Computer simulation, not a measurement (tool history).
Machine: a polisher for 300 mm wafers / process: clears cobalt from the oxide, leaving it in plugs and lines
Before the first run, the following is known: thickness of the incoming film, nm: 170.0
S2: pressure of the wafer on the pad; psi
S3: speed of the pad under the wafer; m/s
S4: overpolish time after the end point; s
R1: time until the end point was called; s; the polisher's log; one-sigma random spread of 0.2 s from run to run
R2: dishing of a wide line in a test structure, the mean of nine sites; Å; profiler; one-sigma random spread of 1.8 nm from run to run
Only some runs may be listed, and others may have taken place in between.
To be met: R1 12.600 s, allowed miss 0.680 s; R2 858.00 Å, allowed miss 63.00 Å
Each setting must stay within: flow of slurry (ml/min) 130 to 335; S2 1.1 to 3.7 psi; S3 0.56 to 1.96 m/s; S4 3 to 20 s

{"run": 1, "hour": 0.0, "flow of slurry (ml/min)": 215, "S2": 2.4, "S3": 1.26, "S4": 10, "R1": 16.799, "R2": 658.59}
{"run": 2, "hour": 6.0, "flow of slurry (ml/min)": 215, "S2": 2.9, "S3": 1.26, "S4": 10, "R1": 14.542, "R2": 711.44}
{"run": 3, "hour": 14.2, "flow of slurry (ml/min)": 215, "S2": 2.9, "S3": 1.16, "S4": 10, "R1": 15.025, "R2": 691.07}
{"run": 4, "hour": 16.9, "flow of slurry (ml/min)": 215, "S2": 3.0, "S3": 1.18, "S4": 11, "R1": 14.517, "R2": 753.09}
{"run": 5, "hour": 23.8, "flow of slurry (ml/min)": 170, "S2": 3.0, "S3": 1.18, "S4": 11, "R1": 15.191, "R2": 734.43}
{"run": 6, "hour": 30.4, "flow of slurry (ml/min)": 175, "S2": 3.1, "S3": 1.18, "S4": 11, "R1": 14.453, "R2": 742.91}
{"run": 7, "hour": 32.1, "flow of slurry (ml/min)": 180, "S2": 3.2, "S3": 1.18, "S4": 11, "R1": 14.071, "R2": 777.75}
{"run": 8, "hour": 39.5, "flow of slurry (ml/min)": 180, "S2": 3.2, "S3": 1.18, "S4": 11, "R1": 14.128, "R2": 724.75}
{"run": 9, "hour": 40.5, "flow of slurry (ml/min)": 185, "S2": 3.3, "S3": 1.2, "S4": 12, "R1": 13.599, "R2": 810.13}
{"run": 10, "hour": 48.4, "flow of slurry (ml/min)": 185, "S2": 3.4, "S3": 1.2, "S4": 12, "R1": 13.555, "R2": 828.28}

Which one of the following 4 next-run settings gets every result inside its allowed miss? There is exactly one.
{"run": "A", "hour": 56.3, "flow of slurry (ml/min)": 275, "S2": 3.4, "S3": 0.98, "S4": 15, "R1": "?", "R2": "?"}
{"run": "B", "hour": 56.3, "flow of slurry (ml/min)": 210, "S2": 3.0, "S3": 1.24, "S4": 11, "R1": "?", "R2": "?"}
{"run": "C", "hour": 56.3, "flow of slurry (ml/min)": 225, "S2": 3.4, "S3": 0.96, "S4": 15, "R1": "?", "R2": "?"}
{"run": "D", "hour": 56.3, "flow of slurry (ml/min)": 130, "S2": 3.7, "S3": 1.24, "S4": 13, "R1": "?", "R2": "?"}

move=A R1=15.211 R2=847.85
move=B R1=14.646 R2=748.82
move=C R1=15.753 R2=835.89
move=D R1=13.117 R2=848.52
A: lands further from the targets than the last run did
B: lands further from the targets than the last run did
C: lands further from the targets than the last run did
D: in spec on every target
Go with D: it meets all targets.

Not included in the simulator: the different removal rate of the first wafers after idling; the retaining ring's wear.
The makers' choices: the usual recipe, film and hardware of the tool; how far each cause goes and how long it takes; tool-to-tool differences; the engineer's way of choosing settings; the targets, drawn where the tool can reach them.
